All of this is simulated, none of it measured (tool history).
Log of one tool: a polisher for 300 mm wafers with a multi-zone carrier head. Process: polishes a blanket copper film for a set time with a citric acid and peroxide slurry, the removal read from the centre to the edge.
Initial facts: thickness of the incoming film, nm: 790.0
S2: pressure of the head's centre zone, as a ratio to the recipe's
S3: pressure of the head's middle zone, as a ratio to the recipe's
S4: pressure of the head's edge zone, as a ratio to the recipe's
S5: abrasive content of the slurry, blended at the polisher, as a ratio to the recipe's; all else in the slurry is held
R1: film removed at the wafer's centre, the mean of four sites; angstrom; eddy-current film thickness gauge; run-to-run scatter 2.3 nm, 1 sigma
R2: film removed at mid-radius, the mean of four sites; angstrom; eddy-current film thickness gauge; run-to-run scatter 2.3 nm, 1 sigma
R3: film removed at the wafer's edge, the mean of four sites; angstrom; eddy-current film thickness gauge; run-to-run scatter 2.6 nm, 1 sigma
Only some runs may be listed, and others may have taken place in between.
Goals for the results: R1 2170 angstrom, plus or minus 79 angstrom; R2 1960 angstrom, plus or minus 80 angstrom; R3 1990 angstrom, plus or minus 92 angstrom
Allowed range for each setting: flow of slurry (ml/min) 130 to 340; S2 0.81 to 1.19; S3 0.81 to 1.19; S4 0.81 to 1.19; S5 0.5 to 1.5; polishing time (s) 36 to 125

{"run": 1, "hour": 0.0, "flow of slurry (ml/min)": 220, "S2": 1, "S3": 1, "S4": 1, "S5": 1, "polishing time (s)": 80, "R1": 2275.4, "R2": 2283.2, "R3": 2295}
{"run": 2, "hour": 5.6, "flow of slurry (ml/min)": 220, "S2": 1, "S3": 1, "S4": 1, "S5": 1, "polishing time (s)": 69, "R1": 2022.2, "R2": 1948.9, "R3": 1952}
{"run": 3, "hour": 10.4, "flow of slurry (ml/min)": 220, "S2": 1.01, "S3": 1, "S4": 1, "S5": 1, "polishing time (s)": 69, "R1": 2011.9, "R2": 1956.3, "R3": 2008.1}
{"run": 4, "hour": 18.9, "flow of slurry (ml/min)": 220, "S2": 0.93, "S3": 1, "S4": 1, "S5": 1, "polishing time (s)": 69, "R1": 1872.6, "R2": 1969.2, "R3": 1963.1}
{"run": 5, "hour": 21.7, "flow of slurry (ml/min)": 225, "S2": 0.94, "S3": 1, "S4": 1, "S5": 1, "polishing time (s)": 69, "R1": 1859, "R2": 1992.8, "R3": 2020.2}
{"run": 6, "hour": 28.1, "flow of slurry (ml/min)": 225, "S2": 0.95, "S3": 1, "S4": 1, "S5": 1, "polishing time (s)": 69, "R1": 1884.5, "R2": 1979.3, "R3": 2008.8}
{"run": 7, "hour": 29.4, "flow of slurry (ml/min)": 225, "S2": 0.96, "S3": 1, "S4": 1, "S5": 1, "polishing time (s)": 69, "R1": 1922.4, "R2": 1931.9, "R3": 2037.2}
{"run": 8, "hour": 35.9, "flow of slurry (ml/min)": 225, "S2": 0.97, "S3": 1, "S4": 1, "S5": 1, "polishing time (s)": 69, "R1": 1942.9, "R2": 2009, "R3": 2030.1}
{"run": 9, "hour": 42.2, "flow of slurry (ml/min)": 225, "S2": 0.98, "S3": 1, "S4": 1, "S5": 1, "polishing time (s)": 69, "R1": 1962.7, "R2": 1994.5, "R3": 2017.2}
{"run": 10, "hour": 51.1, "flow of slurry (ml/min)": 225, "S2": 0.99, "S3": 1, "S4": 1, "S5": 1, "polishing time (s)": 69, "R1": 1963.9, "R2": 1960.7, "R3": 2032.9}
{"run": 11, "hour": 54.4, "flow of slurry (ml/min)": 220, "S2": 1, "S3": 1, "S4": 1, "S5": 1, "polishing time (s)": 69, "R1": 1980.2, "R2": 1948.8, "R3": 1998}
{"run": 12, "hour": 58.1, "flow of slurry (ml/min)": 220, "S2": 1.01, "S3": 1, "S4": 1, "S5": 1, "polishing time (s)": 69, "R1": 1998.2, "R2": 1966.4, "R3": 2008.9}
{"run": 13, "hour": 64.6, "flow of slurry (ml/min)": 220, "S2": 1.02, "S3": 1, "S4": 1, "S5": 1, "polishing time (s)": 69, "R1": 2064.9, "R2": 1983.3, "R3": 1950.6}
{"run": 14, "hour": 68.4, "flow of slurry (ml/min)": 220, "S2": 1.02, "S3": 1, "S4": 1, "S5": 1, "polishing time (s)": 69, "R1": 2039.2, "R2": 1972.6, "R3": 1973.6}

Consider the 5 candidate settings below. Which is the only one whose results all fall within their allowed miss of target?
{"run": "A", "hour": 72.2, "flow of slurry (ml/min)": 215, "S2": 0.99, "S3": 1.01, "S4": 1.02, "S5": 1, "polishing time (s)": 67, "R1": "?", "R2": "?", "R3": "?"}
{"run": "B", "hour": 72.2, "flow of slurry (ml/min)": 260, "S2": 0.95, "S3": 1.01, "S4": 0.96, "S5": 0.8, "polishing time (s)": 71, "R1": "?", "R2": "?", "R3": "?"}
{"run": "C", "hour": 72.2, "flow of slurry (ml/min)": 250, "S2": 0.93, "S3": 0.95, "S4": 1.06, "S5": 1.1, "polishing time (s)": 65, "R1": "?", "R2": "?", "R3": "?"}
{"run": "D", "hour": 72.2, "flow of slurry (ml/min)": 255, "S2": 1.05, "S3": 1.03, "S4": 1, "S5": 0.9, "polishing time (s)": 66, "R1": "?", "R2": "?", "R3": "?"}
{"run": "E", "hour": 72.2, "flow of slurry (ml/min)": 225, "S2": 1.05, "S3": 0.96, "S4": 0.95, "S5": 0.95, "polishing time (s)": 72, "R1": "?", "R2": "?", "R3": "?"}

move=A R1=1937.7 R2=1958.8 R3=1951.5
move=B R1=1884.9 R2=1981.4 R3=1905.9
move=C R1=1858.7 R2=1912.8 R3=2018.1
move=D R1=2009.7 R2=1936.1 R3=1873.5
move=E R1=2189.4 R2=2010.5 R3=2006.9
A: lands further from the targets than the last run did
B: lands further from the targets than the last run did
C: lands further from the targets than the last run did
D: lands further from the targets than the last run did
E: every result within its allowed miss
E is the move that brings every result within its allowed miss.
